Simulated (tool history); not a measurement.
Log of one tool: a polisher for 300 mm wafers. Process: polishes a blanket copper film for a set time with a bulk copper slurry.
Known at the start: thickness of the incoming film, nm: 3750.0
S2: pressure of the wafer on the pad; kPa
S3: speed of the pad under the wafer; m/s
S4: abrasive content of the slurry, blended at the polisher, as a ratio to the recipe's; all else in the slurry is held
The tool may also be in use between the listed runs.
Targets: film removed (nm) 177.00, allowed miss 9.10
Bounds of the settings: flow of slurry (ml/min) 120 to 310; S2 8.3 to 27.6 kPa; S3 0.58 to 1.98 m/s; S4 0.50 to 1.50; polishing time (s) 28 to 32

{"run": 1, "hour": 0.0, "flow of slurry (ml/min)": 200, "S2": 17.9, "S3": 1.28, "S4": 1.0, "polishing time (s)": 32, "film removed (nm)": 302.98}
{"run": 2, "hour": 2.5, "flow of slurry (ml/min)": 200, "S2": 17.9, "S3": 1.4, "S4": 1.0, "polishing time (s)": 32, "film removed (nm)": 329.53}
{"run": 3, "hour": 9.8, "flow of slurry (ml/min)": 200, "S2": 15.9, "S3": 1.38, "S4": 1.0, "polishing time (s)": 32, "film removed (nm)": 287.74}
{"run": 4, "hour": 12.1, "flow of slurry (ml/min)": 240, "S2": 15.9, "S3": 1.38, "S4": 1.0, "polishing time (s)": 32, "film removed (nm)": 291.87}
{"run": 5, "hour": 16.5, "flow of slurry (ml/min)": 285, "S2": 15.9, "S3": 1.38, "S4": 1.0, "polishing time (s)": 32, "film removed (nm)": 293.65}
{"run": 6, "hour": 18.7, "flow of slurry (ml/min)": 285, "S2": 13.1, "S3": 1.38, "S4": 1.0, "polishing time (s)": 32, "film removed (nm)": 247.21}
{"run": 7, "hour": 19.2, "flow of slurry (ml/min)": 285, "S2": 12.4, "S3": 1.36, "S4": 1.0, "polishing time (s)": 32, "film removed (nm)": 228.85}
{"run": 8, "hour": 27.0, "flow of slurry (ml/min)": 285, "S2": 8.3, "S3": 1.34, "S4": 1.0, "polishing time (s)": 32, "film removed (nm)": 151.71}
{"run": 9, "hour": 28.9, "flow of slurry (ml/min)": 285, "S2": 9.0, "S3": 1.34, "S4": 1.0, "polishing time (s)": 32, "film removed (nm)": 161.72}

5 next moves are on the table. One of them brings every result within its allowed miss. Which?
{"run": "A", "hour": 30.8, "flow of slurry (ml/min)": 260, "S2": 9.0, "S3": 1.22, "S4": 1.05, "polishing time (s)": 32, "film removed (nm)": "?"}
{"run": "B", "hour": 30.8, "flow of slurry (ml/min)": 280, "S2": 9.0, "S3": 1.34, "S4": 1.15, "polishing time (s)": 28, "film removed (nm)": "?"}
{"run": "C", "hour": 30.8, "flow of slurry (ml/min)": 280, "S2": 9.7, "S3": 1.32, "S4": 1.0, "polishing time (s)": 32, "film removed (nm)": "?"}
{"run": "D", "hour": 30.8, "flow of slurry (ml/min)": 280, "S2": 9.0, "S3": 1.4, "S4": 1.15, "polishing time (s)": 28, "film removed (nm)": "?"}
{"run": "E", "hour": 30.8, "flow of slurry (ml/min)": 260, "S2": 8.3, "S3": 1.32, "S4": 1.1, "polishing time (s)": 31, "film removed (nm)": "?"}

move=A film_removed_(nm)=152.98
move=B film_removed_(nm)=148.91
move=C film_removed_(nm)=172.63
move=D film_removed_(nm)=154.09
move=E film_removed_(nm)=148.18
A: further off than the last run
B: further off than the last run
C: meets every target
D: further off than the last run
E: further off than the last run
Move C is the one to make.
